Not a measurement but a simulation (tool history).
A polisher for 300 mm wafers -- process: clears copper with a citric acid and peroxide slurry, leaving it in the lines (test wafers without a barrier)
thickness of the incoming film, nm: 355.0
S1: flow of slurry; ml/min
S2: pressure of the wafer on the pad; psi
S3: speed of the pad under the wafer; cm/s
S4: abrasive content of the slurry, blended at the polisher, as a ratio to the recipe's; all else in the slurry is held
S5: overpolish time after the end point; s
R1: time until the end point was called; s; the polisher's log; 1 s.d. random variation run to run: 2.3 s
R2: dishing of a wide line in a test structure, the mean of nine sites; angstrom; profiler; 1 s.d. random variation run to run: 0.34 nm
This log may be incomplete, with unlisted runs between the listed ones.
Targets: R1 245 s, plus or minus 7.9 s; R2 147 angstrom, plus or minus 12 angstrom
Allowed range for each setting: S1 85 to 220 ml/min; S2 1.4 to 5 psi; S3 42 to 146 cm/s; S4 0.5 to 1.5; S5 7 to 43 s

| run | hour | S1 | S2 | S3 | S4 | S5 | R1 | R2 |
|---|---|---|---|---|---|---|---|---|
| 1 | 0 | 140 | 3.2 | 94 | 1 | 22 | 159.28 | 361.23 |
| 2 | 6.6 | 140 | 2.9 | 94 | 1 | 19 | 172.98 | 303.01 |
| 3 | 9.5 | 140 | 2.9 | 94 | 0.8 | 19 | 180.08 | 297.45 |
| 4 | 12 | 140 | 2.7 | 94 | 0.8 | 17 | 191.36 | 249.93 |
| 5 | 19.4 | 140 | 2.7 | 78 | 0.8 | 17 | 217.93 | 230.39 |
| 6 | 25.8 | 140 | 2.7 | 62 | 0.8 | 17 | 258.56 | 192.62 |
| 7 | 28.4 | 145 | 2.7 | 62 | 0.8 | 15 | 255.19 | 177.11 |
| 8 | 36.5 | 150 | 2.7 | 62 | 0.8 | 14 | 253.18 | 160.93 |
| 9 | 44.7 | 155 | 2.7 | 62 | 0.8 | 14 | 246.89 | 168.94 |
| 10 | 47.9 | 155 | 2.7 | 62 | 0.8 | 14 | 250.8 | 172.78 |

Of the 4 settings listed for the next run, only one would bring every result within its allowed miss of target. Which one?
| A | 51.1 | 165 | 2.5 | 66 | 0.8 | 20 | ? | ? |
| B | 51.1 | 170 | 3.2 | 54 | 0.5 | 16 | ? | ? |
| C | 51.1 | 125 | 2.1 | 92 | 0.85 | 12 | ? | ? |
| D | 51.1 | 210 | 2.9 | 42 | 0.9 | 14 | ? | ? |

| move | R1 | R2 |
|---|---|---|
| A | 254.02 | 223.35 |
| B | 255.41 | 182.97 |
| C | 244.52 | 144.51 |
| D | 275.22 | 150.63 |
A: moves away from the targets compared with the last run
B: moves away from the targets compared with the last run
C: all results land within tolerance of their targets
D: meets the target for the result that was furthest off, but another lies outside its allowed miss
Answer: C

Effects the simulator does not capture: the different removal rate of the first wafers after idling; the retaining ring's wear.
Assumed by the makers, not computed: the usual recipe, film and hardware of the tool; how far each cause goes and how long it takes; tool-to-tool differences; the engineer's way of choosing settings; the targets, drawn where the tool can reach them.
